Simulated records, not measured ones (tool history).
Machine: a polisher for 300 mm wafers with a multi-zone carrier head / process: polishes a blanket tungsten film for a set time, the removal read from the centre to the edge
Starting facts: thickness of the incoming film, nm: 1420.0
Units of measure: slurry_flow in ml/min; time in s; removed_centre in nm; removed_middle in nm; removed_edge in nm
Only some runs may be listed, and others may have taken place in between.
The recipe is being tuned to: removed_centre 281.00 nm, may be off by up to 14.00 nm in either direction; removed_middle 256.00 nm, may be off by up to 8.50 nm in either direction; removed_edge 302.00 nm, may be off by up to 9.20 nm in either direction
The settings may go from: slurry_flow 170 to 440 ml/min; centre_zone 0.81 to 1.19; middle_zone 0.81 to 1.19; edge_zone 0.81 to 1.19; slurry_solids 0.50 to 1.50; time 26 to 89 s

run    day  slurry_flow  centre_zone  middle_zone  edge_zone  slurry_solids  time  removed_centre  removed_middle  removed_edge
  1  0.000          280         1.00         1.00       1.00           1.00    57          309.30          305.83        306.21
  2  0.158          280         1.00         1.00       1.03           1.00    57          305.24          302.33        315.30
  3  0.392          350         1.00         1.00       1.03           1.00    57          312.49          305.94        320.22
  4  0.729          350         1.00         1.00       1.03           1.00    62          340.93          336.60        342.64
  5  1.083          350         1.00         1.00       1.03           1.20    62          356.23          353.77        358.89
  6  1.200          350         1.08         1.00       1.03           1.20    62          380.11          350.23        358.43
  7  1.521          345         1.03         0.95       1.03           1.00    61          341.69          318.19        343.50
  8  1.858          345         1.01         0.92       1.02           0.85    60          320.26          298.22        319.94
  9  1.929          345         1.01         0.92       1.02           0.85    60          315.03          296.38        322.39
 10  2.054          345         1.00         0.89       1.02           0.75    60          308.64          271.63        313.58
 11  2.179          340         0.97         0.88       1.01           0.75    60          298.34          275.05        308.64
 12  2.354          335         0.96         0.86       1.01           0.75    60          299.66          265.63        306.82
 13  2.538          330         0.94         0.86       1.02           0.75    60          282.57          269.05        308.18
 14  2.883          325         0.94         0.85       1.01           0.75    60          289.52          265.43        313.44
 15  3.233          325         0.94         0.85       1.01           0.75    60          289.61          267.86        305.19

5 next moves are on the table. One of them brings every result within its allowed miss. Which?
  A  3.583          315         1.03         0.81       0.96           0.75    61               ?               ?             ?
  B  3.583          415         0.98         0.88       1.11           0.85    54               ?               ?             ?
  C  3.583          325         0.89         0.89       0.85           1.05    57               ?               ?             ?
  D  3.583          440         0.81         0.93       1.02           0.80    58               ?               ?             ?
  E  3.583          335         1.11         0.81       1.03           0.60    61               ?               ?             ?

move  removed_centre  removed_middle  removed_edge
   A          311.28          262.02        305.31
   B          278.54          258.87        302.67
   C          280.83          284.40        291.21
   D          256.14          287.48        308.20
   E          316.54          250.76        302.06
A: puts the biggest miss on target and leaves a different result outside tolerance
B: all results in spec
C: its largest miss is bigger than the last run's
D: its largest miss is bigger than the last run's
E: puts the biggest miss on target and leaves a different result outside tolerance
The move that meets every target is B.

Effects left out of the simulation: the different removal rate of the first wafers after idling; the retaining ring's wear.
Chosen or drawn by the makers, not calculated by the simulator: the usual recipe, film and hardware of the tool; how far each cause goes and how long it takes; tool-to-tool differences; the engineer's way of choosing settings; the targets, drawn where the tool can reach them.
